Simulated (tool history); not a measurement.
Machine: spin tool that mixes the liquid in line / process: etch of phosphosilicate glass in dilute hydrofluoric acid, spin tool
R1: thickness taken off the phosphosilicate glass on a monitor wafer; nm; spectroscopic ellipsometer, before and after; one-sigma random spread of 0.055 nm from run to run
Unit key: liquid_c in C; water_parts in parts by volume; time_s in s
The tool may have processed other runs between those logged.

run 1 day=0 | liquid_c=21 water_parts=190 time_s=15 | R1=6.7426
run 2 day=0.025 | liquid_c=21 water_parts=190 time_s=15 | R1=6.9028
run 3 day=0.342 | liquid_c=20.5 water_parts=190 time_s=15 | R1=6.6606
run 4 day=0.504 | liquid_c=20.5 water_parts=130 time_s=15 | R1=10.212
run 5 day=0.604 | liquid_c=20 water_parts=145 time_s=15 | R1=8.9423
run 6 day=0.812 | liquid_c=17.5 water_parts=145 time_s=15 | R1=7.9481
run 7 day=1.108 | liquid_c=17.5 water_parts=155 time_s=15 | R1=7.3647
run 8 day=1.229 | liquid_c=17.5 water_parts=160 time_s=15 | R1=7.1719

Run 9 comes next. What will it give?
run 9 day=1.442 | liquid_c=17.5 water_parts=165 time_s=15 | R1=?

R1: 6.7998 nm
